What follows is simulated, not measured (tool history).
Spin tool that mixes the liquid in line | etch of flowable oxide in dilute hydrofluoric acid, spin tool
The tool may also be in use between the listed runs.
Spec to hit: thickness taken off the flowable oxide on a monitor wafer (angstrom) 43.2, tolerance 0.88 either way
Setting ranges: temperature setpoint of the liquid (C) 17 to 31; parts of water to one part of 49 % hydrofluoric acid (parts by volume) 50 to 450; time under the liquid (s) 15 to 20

run,day,temperature setpoint of the liquid (C),parts of water to one part of 49 % hydrofluoric acid (parts by volume),time under the liquid (s),thickness taken off the flowable oxide on a monitor wafer (angstrom)
1,0,23,250,20,21.039
2,0.325,25,225,20,25.781
3,0.588,25,225,15,19.068
4,0.654,23.5,180,15,23.781
5,0.833,25,145,15,32.465
6,1.012,25,185,15,24.088
7,1.212,25.5,150,15,31.858
8,1.25,27,145,15,35.373
9,1.433,28,145,15,36.215
10,1.696,29,145,15,37.722
11,1.917,31,130,15,45.965
12,2.083,30.5,130,15,45.252
13,2.396,30,130,15,44.744

Pick the move, out of 5, that brings all results within their allowed miss; only one does.
A,2.708,29.5,175,20,?
B,2.708,28,160,20,?
C,2.708,30.5,180,20,?
D,2.708,29,160,20,?
E,2.708,28,155,20,?

move,thickness taken off the flowable oxide on a monitor wafer (angstrom)
A,41.081
B,43.377
C,41.109
D,44.977
E,45.055
A: the result that was furthest off in the last run now lies on the other side of its target
B: every result lands within tolerance
C: the result that was furthest off in the last run now lies on the other side of its target
D: lands further from the targets than the last run did
E: lands further from the targets than the last run did
The right move is B.
